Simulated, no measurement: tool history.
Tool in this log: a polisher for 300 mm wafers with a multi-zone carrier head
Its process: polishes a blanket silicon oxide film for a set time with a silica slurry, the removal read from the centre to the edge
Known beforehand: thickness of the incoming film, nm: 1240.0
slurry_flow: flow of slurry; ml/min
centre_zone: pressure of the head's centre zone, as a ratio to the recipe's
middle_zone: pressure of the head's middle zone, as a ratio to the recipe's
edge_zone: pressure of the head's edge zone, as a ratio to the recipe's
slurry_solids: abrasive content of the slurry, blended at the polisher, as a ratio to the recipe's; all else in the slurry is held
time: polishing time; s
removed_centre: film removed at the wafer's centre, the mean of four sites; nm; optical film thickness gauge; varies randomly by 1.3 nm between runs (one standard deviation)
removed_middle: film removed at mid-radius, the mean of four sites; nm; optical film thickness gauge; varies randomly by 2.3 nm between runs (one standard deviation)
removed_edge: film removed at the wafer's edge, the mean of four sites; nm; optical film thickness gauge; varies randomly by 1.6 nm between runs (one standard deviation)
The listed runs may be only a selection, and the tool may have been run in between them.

{"run": 1, "hour": 0.0, "slurry_flow": 175, "centre_zone": 1.0, "middle_zone": 1.0, "edge_zone": 1.0, "slurry_solids": 1.0, "time": 52, "removed_centre": 155.06, "removed_middle": 160.55, "removed_edge": 153.65}
{"run": 2, "hour": 2.6, "slurry_flow": 185, "centre_zone": 1.01, "middle_zone": 1.01, "edge_zone": 1.04, "slurry_solids": 1.1, "time": 52, "removed_centre": 161.48, "removed_middle": 164.16, "removed_edge": 161.5}
{"run": 3, "hour": 8.6, "slurry_flow": 185, "centre_zone": 1.01, "middle_zone": 1.01, "edge_zone": 1.08, "slurry_solids": 1.1, "time": 52, "removed_centre": 163.9, "removed_middle": 165.35, "removed_edge": 165.71}
{"run": 4, "hour": 9.2, "slurry_flow": 185, "centre_zone": 1.01, "middle_zone": 0.95, "edge_zone": 1.08, "slurry_solids": 1.1, "time": 52, "removed_centre": 161.04, "removed_middle": 156.94, "removed_edge": 166.05}
{"run": 5, "hour": 15.0, "slurry_flow": 190, "centre_zone": 1.01, "middle_zone": 0.98, "edge_zone": 1.1, "slurry_solids": 1.2, "time": 53, "removed_centre": 169.08, "removed_middle": 172.58, "removed_edge": 176.14}
{"run": 6, "hour": 16.8, "slurry_flow": 190, "centre_zone": 1.01, "middle_zone": 0.98, "edge_zone": 1.1, "slurry_solids": 1.2, "time": 42, "removed_centre": 136.9, "removed_middle": 133.95, "removed_edge": 139.23}
{"run": 7, "hour": 24.1, "slurry_flow": 190, "centre_zone": 1.02, "middle_zone": 0.99, "edge_zone": 1.11, "slurry_solids": 1.3, "time": 46, "removed_centre": 152.12, "removed_middle": 155.56, "removed_edge": 157.41}
{"run": 8, "hour": 25.3, "slurry_flow": 195, "centre_zone": 1.04, "middle_zone": 0.99, "edge_zone": 1.13, "slurry_solids": 1.35, "time": 48, "removed_centre": 166.69, "removed_middle": 159.08, "removed_edge": 167.85}
{"hour": 33.1, "done": "worn pad replaced by a new one"}
{"run": 9, "hour": 33.1, "slurry_flow": 200, "centre_zone": 1.04, "middle_zone": 1.01, "edge_zone": 1.14, "slurry_solids": 1.4, "time": 50, "removed_centre": 189.41, "removed_middle": 189.44, "removed_edge": 191.95}
{"run": 10, "hour": 38.6, "slurry_flow": 210, "centre_zone": 1.04, "middle_zone": 1.01, "edge_zone": 1.15, "slurry_solids": 1.4, "time": 50, "removed_centre": 190.73, "removed_middle": 186.17, "removed_edge": 194.67}
{"run": 11, "hour": 46.3, "slurry_flow": 220, "centre_zone": 1.03, "middle_zone": 1.02, "edge_zone": 1.15, "slurry_solids": 1.4, "time": 50, "removed_centre": 189.7, "removed_middle": 193.77, "removed_edge": 193.16}
{"run": 12, "hour": 50.4, "slurry_flow": 225, "centre_zone": 1.03, "middle_zone": 1.02, "edge_zone": 1.16, "slurry_solids": 1.45, "time": 50, "removed_centre": 191.96, "removed_middle": 192.64, "removed_edge": 198.89}
{"run": 13, "hour": 51.7, "slurry_flow": 230, "centre_zone": 1.03, "middle_zone": 1.03, "edge_zone": 1.17, "slurry_solids": 1.45, "time": 50, "removed_centre": 194.85, "removed_middle": 193.29, "removed_edge": 197.53}
{"run": 14, "hour": 58.1, "slurry_flow": 225, "centre_zone": 1.03, "middle_zone": 1.04, "edge_zone": 1.18, "slurry_solids": 1.5, "time": 51, "removed_centre": 199.16, "removed_middle": 203.07, "removed_edge": 207.1}

Forecast run 15:
{"run": 15, "hour": 65.3, "slurry_flow": 230, "centre_zone": 1.03, "middle_zone": 1.04, "edge_zone": 1.18, "slurry_solids": 1.5, "time": 51, "removed_centre": "?", "removed_middle": "?", "removed_edge": "?"}

{"run 15": {"removed_centre": 199.96, "removed_middle": 201.81, "removed_edge": 205.87}}

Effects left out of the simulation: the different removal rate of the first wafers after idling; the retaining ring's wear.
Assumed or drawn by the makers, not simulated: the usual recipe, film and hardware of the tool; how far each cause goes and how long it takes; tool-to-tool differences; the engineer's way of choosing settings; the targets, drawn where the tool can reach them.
